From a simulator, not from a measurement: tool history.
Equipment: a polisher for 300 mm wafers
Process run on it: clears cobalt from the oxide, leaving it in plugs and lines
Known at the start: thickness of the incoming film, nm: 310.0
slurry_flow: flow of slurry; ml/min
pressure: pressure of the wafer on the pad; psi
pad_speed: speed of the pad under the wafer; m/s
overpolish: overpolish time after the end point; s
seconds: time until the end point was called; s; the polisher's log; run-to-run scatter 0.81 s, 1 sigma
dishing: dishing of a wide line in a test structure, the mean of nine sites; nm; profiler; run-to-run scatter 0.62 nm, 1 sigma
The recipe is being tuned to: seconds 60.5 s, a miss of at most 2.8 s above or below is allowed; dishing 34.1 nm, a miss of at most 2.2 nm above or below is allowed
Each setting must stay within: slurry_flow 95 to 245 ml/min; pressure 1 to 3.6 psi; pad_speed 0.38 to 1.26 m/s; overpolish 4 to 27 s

Run 1, hour 0: slurry_flow 155 ml/min, pressure 2.3 psi, pad_speed 0.82 m/s, overpolish 14 s. Result: seconds 64.519 s, dishing 44.203 nm.
Run 2, hour 1: slurry_flow 155 ml/min, pressure 2.3 psi, pad_speed 0.66 m/s, overpolish 14 s. Result: seconds 77.76 s, dishing 38.012 nm.
Run 3, hour 8.3: slurry_flow 155 ml/min, pressure 2.4 psi, pad_speed 0.66 m/s, overpolish 13 s. Result: seconds 76.209 s, dishing 37.406 nm.
Run 4, hour 10.9: slurry_flow 155 ml/min, pressure 2.5 psi, pad_speed 0.66 m/s, overpolish 12 s. Result: seconds 73.166 s, dishing 36.465 nm.
Run 5, hour 19.6: slurry_flow 155 ml/min, pressure 2.5 psi, pad_speed 0.66 m/s, overpolish 7 s. Result: seconds 74.266 s, dishing 24.815 nm.
At hour 21.9: slurry nozzle cleaned.
Run 6, hour 21.9: slurry_flow 155 ml/min, pressure 2.5 psi, pad_speed 0.52 m/s, overpolish 7 s. Result: seconds 85.474 s, dishing 21.415 nm.
Run 7, hour 26.1: slurry_flow 155 ml/min, pressure 3.1 psi, pad_speed 0.58 m/s, overpolish 13 s. Result: seconds 64.843 s, dishing 40.577 nm.
Run 8, hour 26.7: slurry_flow 155 ml/min, pressure 3.1 psi, pad_speed 0.58 m/s, overpolish 12 s. Result: seconds 64.503 s, dishing 40.933 nm.
Run 9, hour 28.2: slurry_flow 155 ml/min, pressure 3.1 psi, pad_speed 0.58 m/s, overpolish 11 s. Result: seconds 63.754 s, dishing 37.1 nm.

Pick the move, out of 5, that brings all results within their allowed miss; only one does.
Run A, hour 29.7: slurry_flow 160 ml/min, pressure 2.5 psi, pad_speed 0.64 m/s, overpolish 14 s. Result: seconds ?, dishing ?.
Run B, hour 29.7: slurry_flow 105 ml/min, pressure 3.5 psi, pad_speed 0.56 m/s, overpolish 9 s. Result: seconds ?, dishing ?.
Run C, hour 29.7: slurry_flow 150 ml/min, pressure 3.5 psi, pad_speed 0.52 m/s, overpolish 13 s. Result: seconds ?, dishing ?.
Run D, hour 29.7: slurry_flow 140 ml/min, pressure 3.3 psi, pad_speed 0.58 m/s, overpolish 12 s. Result: seconds ?, dishing ?.
Run E, hour 29.7: slurry_flow 135 ml/min, pressure 3.1 psi, pad_speed 0.64 m/s, overpolish 9 s. Result: seconds ?, dishing ?.

move  seconds  dishing
   A   71.706   40.532
   B   66.705   31.312
   C   65.803   40.814
   D   63.356   39.703
   E   61.413   33.264
A: misses by more than the last run did
B: the result that was furthest off in the last run now lies on the other side of its target
C: misses by more than the last run did
D: misses by more than the last run did
E: all results in spec
E is the move that brings every result within its allowed miss.
